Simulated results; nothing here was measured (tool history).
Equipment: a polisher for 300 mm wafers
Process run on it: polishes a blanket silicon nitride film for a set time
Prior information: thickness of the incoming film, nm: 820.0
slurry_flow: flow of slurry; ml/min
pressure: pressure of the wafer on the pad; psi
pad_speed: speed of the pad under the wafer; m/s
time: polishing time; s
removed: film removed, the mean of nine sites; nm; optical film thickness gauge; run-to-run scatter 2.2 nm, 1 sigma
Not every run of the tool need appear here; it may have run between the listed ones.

run	hour	slurry_flow	pressure	pad_speed	time	removed
1	0	305	3.9	1.26	60	153.12
2	0.8	305	4.2	1.26	60	165.87
3	4.5	245	4.2	1.26	60	157.67
4	5.5	275	4.2	1.26	60	162.95
5	9.4	275	4.2	1.02	60	138.69
6	16.4	320	4.2	1.02	60	141.93
7	24.7	320	4.2	1.02	60	143.08
8	32.4	330	4.5	1.02	60	152.59
# hour 35.2: slurry nozzle cleaned
9	35.2	330	4.5	1.02	60	156
10	39.2	340	4.7	1.02	60	160.57

Run 11 is up next; what results do you expect?
11	47.4	340	4.7	1.02	60	?

{"run 11": {"removed": 164.35}}

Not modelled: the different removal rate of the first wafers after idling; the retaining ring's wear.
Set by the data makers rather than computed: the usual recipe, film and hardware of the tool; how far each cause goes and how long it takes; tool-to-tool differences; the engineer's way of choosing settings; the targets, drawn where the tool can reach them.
